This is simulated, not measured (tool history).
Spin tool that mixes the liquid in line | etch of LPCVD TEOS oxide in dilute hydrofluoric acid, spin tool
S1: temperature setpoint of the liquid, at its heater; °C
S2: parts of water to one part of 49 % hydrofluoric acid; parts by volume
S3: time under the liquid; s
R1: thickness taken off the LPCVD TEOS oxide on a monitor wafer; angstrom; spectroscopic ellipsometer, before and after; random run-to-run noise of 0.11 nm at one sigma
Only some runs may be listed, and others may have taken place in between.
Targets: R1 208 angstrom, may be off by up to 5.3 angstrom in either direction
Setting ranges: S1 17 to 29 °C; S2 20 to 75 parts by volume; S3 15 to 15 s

run  hour    S1  S2  S3      R1
  1     0    21  45  15  95.097
  2   7.2    21  45  15   95.42
  3  14.3    21  55  15   76.63
  4  19.8  22.5  50  15  91.668
  5  21.2  23.5  45  15  105.16
  6  26.1  24.5  40  15  125.59
  7    28  25.5  40  15  130.53
  8  34.3    26  35  15  151.89
  9  38.8  26.5  35  15  155.64
 10  40.3    27  35  15  159.18
     47.3  -- hydrofluoric acid flow meter replaced
 11  47.3    29  25  15  276.23
 12    52    28  25  15  267.07
 13  58.8    24  25  15  223.87

Below are 4 possible settings for the next run. Only one of them brings all results inside the allowed miss of their targets. Which is it?
  A  65.6  20.5  20  15   ?
  B  65.6    22  25  15   ?
  C  65.6  18.5  20  15   ?
  D  65.6    25  25  15   ?

move      R1
   A  243.94
   B  206.85
   C  223.56
   D  234.75
A: misses by more than the last run did
B: all results in spec
C: neither nearer nor further off than the last run
D: misses by more than the last run did
The move that meets every target is B.
